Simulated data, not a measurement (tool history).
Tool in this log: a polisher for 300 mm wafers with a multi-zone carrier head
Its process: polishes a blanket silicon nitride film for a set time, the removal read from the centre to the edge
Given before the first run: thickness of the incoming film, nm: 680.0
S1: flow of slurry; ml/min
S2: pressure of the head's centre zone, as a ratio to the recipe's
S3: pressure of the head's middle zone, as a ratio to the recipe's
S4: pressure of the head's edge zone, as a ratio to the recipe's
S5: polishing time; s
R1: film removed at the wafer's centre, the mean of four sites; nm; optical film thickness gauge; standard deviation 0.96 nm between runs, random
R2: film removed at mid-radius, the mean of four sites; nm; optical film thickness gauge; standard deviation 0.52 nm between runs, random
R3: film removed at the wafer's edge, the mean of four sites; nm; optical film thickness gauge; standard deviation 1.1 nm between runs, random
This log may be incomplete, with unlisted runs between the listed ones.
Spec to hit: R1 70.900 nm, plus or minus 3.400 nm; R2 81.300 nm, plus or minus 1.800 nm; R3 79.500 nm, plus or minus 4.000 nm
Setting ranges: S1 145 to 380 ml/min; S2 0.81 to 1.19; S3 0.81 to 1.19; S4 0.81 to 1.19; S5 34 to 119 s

run  hour   S1    S2    S3    S4  S5       R1       R2       R3
  1   0.0  245  1.00  1.00  1.00  76  146.190  142.240  144.460
  2   7.6  235  0.96  0.99  0.97  67  123.350  124.530  124.910
  3  10.1  295  0.96  0.99  0.97  67  131.040  128.110  129.680
  4  16.8  295  0.96  0.94  0.97  67  128.200  122.600  126.830
  5  18.5  265  0.92  0.93  0.94  61  112.760  109.930  116.030
  6  25.3  265  0.87  0.93  0.94  61  111.630  110.090  111.910
  7  31.0  235  0.86  0.95  0.97  55   98.309   98.347  103.130
  8  39.1  215  0.85  0.98  0.97  51   88.218   93.264   94.692
  9  45.6  215  0.85  0.98  0.97  51   89.630   93.199   92.645
 10  46.5  200  0.84  1.00  1.00  49   81.950   90.163   92.954
 11  53.8  190  0.83  1.01  0.99  47   80.561   85.805   86.409
 12  60.0  185  0.83  1.03  1.00  46   76.982   85.994   84.461

4 next moves are on the table. One of them brings every result within its allowed miss. Which?
  A  66.2  155  0.81  1.15  0.97  44   ?   ?   ?
  B  66.2  205  0.81  1.18  1.18  42   ?   ?   ?
  C  66.2  205  0.82  1.06  1.02  42   ?   ?   ?
  D  66.2  170  0.86  0.92  1.02  50   ?   ?   ?

move      R1      R2      R3
   A  70.027  86.915  79.331
   B  71.011  89.460  86.786
   C  71.385  81.609  80.755
   D  83.728  83.358  93.971
A: its largest miss is bigger than the last run's
B: its largest miss is bigger than the last run's
C: every result within its allowed miss
D: its largest miss is bigger than the last run's
Go with C: it meets all targets.
